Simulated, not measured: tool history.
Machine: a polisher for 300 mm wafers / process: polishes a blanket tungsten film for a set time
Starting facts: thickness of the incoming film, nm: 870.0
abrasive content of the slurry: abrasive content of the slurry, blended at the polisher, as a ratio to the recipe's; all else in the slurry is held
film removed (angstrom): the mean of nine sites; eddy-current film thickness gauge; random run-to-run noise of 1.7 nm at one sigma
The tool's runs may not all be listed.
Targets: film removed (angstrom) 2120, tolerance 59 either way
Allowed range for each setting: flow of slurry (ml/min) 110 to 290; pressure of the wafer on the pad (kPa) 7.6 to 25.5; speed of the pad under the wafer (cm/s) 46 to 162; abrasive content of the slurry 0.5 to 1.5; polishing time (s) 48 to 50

run	day	flow of slurry (ml/min)	pressure of the wafer on the pad (kPa)	speed of the pad under the wafer (cm/s)	abrasive content of the slurry	polishing time (s)	film removed (angstrom)
1	0	185	16.5	104	1	48	1604.9
2	0.329	185	16.5	94	1	48	1478
3	0.704	185	16.5	94	0.8	48	1396.5
4	0.792	185	19.3	94	0.8	48	1592.2
5	0.871	185	19.3	94	0.8	50	1684.6
6	1.238	185	19.3	94	0.6	50	1560.2
7	1.279	190	20	94	0.6	50	1648
8	1.433	200	20.7	94	0.6	50	1693.9
9	1.667	200	20.7	94	0.6	50	1714.2
10	1.983	205	21.4	94	0.6	50	1772.3
11	2.133	205	22.1	94	0.6	50	1806
12	2.375	205	22.8	94	0.6	50	1878.9
13	2.421	205	23.4	94	0.6	50	1939.1
14	2.529	210	24.1	94	0.6	50	1982
15	2.808	215	24.8	94	0.6	50	2039.2

Exactly one of the 4 candidate moves below puts every result within its allowed miss. Which one?
A	3.088	215	24.8	106	0.6	50	?
B	3.088	210	25.5	96	0.55	50	?
C	3.088	210	24.8	112	0.5	50	?
D	3.088	195	25.5	104	0.6	50	?

move	film removed (angstrom)
A	2296.7
B	2113.6
C	2303
D	2292
A: the result that was furthest off in the last run now lies on the other side of its target
B: every result within its allowed miss
C: the result that was furthest off in the last run now lies on the other side of its target
D: the result that was furthest off in the last run now lies on the other side of its target
The move that meets every target is B.
